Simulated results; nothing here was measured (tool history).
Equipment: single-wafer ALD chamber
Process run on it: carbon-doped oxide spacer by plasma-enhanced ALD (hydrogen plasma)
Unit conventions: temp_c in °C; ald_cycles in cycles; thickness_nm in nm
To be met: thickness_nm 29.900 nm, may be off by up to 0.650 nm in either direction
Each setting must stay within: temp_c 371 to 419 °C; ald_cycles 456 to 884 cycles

Run 1, day 0.000: temp_c 395 °C, ald_cycles 670 cycles. Result: thickness_nm 34.969 nm.
Run 2, day 0.146: temp_c 390 °C, ald_cycles 670 cycles. Result: thickness_nm 34.873 nm.
Run 3, day 0.317: temp_c 390 °C, ald_cycles 647 cycles. Result: thickness_nm 33.829 nm.
Run 4, day 0.412: temp_c 390 °C, ald_cycles 627 cycles. Result: thickness_nm 32.603 nm.
Run 5, day 0.621: temp_c 390 °C, ald_cycles 710 cycles. Result: thickness_nm 36.951 nm.
Run 6, day 1.008: temp_c 390 °C, ald_cycles 751 cycles. Result: thickness_nm 39.331 nm.
Run 7, day 1.358: temp_c 390 °C, ald_cycles 709 cycles. Result: thickness_nm 36.886 nm.
Run 8, day 1.454: temp_c 390 °C, ald_cycles 676 cycles. Result: thickness_nm 35.304 nm.
Run 9, day 1.829: temp_c 390 °C, ald_cycles 650 cycles. Result: thickness_nm 33.988 nm.
Run 10, day 1.988: temp_c 390 °C, ald_cycles 630 cycles. Result: thickness_nm 32.822 nm.
Run 11, day 2.321: temp_c 390 °C, ald_cycles 616 cycles. Result: thickness_nm 32.118 nm.
Run 12, day 2.512: temp_c 390 °C, ald_cycles 605 cycles. Result: thickness_nm 31.629 nm.
Run 13, day 2.788: temp_c 390 °C, ald_cycles 596 cycles. Result: thickness_nm 30.976 nm.
Run 14, day 3.025: temp_c 390 °C, ald_cycles 591 cycles. Result: thickness_nm 30.802 nm.
Run 15, day 3.317: temp_c 390 °C, ald_cycles 587 cycles. Result: thickness_nm 30.622 nm.

Below are 4 possible settings for the next run. Only one of them brings all results inside the allowed miss of their targets. Which is it?
Run A, day 3.608: temp_c 386 °C, ald_cycles 570 cycles. Result: thickness_nm ?.
Run B, day 3.608: temp_c 386 °C, ald_cycles 603 cycles. Result: thickness_nm ?.
Run C, day 3.608: temp_c 375 °C, ald_cycles 548 cycles. Result: thickness_nm ?.
Run D, day 3.608: temp_c 378 °C, ald_cycles 546 cycles. Result: thickness_nm ?.

move  thickness_nm
   A        29.800
   B        31.525
   C        28.649
   D        28.545
A: each result inside its tolerance
B: its largest miss is bigger than the last run's
C: pushes the last run's worst result past its target
D: pushes the last run's worst result past its target
A meets every target.
